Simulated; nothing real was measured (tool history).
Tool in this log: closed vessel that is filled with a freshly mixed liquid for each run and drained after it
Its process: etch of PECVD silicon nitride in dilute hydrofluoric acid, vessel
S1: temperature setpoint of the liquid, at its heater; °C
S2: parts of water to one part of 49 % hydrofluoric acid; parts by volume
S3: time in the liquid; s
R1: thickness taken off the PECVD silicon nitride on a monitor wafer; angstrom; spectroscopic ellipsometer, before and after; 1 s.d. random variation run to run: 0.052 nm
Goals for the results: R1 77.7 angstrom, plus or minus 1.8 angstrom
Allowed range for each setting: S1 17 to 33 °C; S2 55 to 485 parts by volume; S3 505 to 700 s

run  hour    S1   S2   S3      R1
  1     0    25  270  700   67.99
  2   7.7  25.5  270  700  68.448
  3  10.1  25.5  270  505  50.038
  4  17.5  25.5  270  505  50.208
     19.4  -- hydrofluoric acid flow meter replaced
  5  19.4  24.5  270  505  44.414
  6  20.1    25  270  505   45.13
  7  28.5    29  235  505  67.891
  8    30  29.5  235  505  68.742
  9  38.7    30  235  505  70.387
 10  40.4  30.5  235  505  73.102

4 candidate next runs follow, results not yet known. Just one meets every target within its allowed miss. Identify it.
  A  42.1  28.5  285  660   ?
  B  42.1  28.5  260  570   ?
  C  42.1    31  300  625   ?
  D  42.1    30  215  505   ?

move      R1
   A   69.47
   B  65.871
   C  72.108
   D  77.427
A: misses by more than the last run did
B: misses by more than the last run did
C: misses by more than the last run did
D: each result inside its tolerance
The move that meets every target is D.
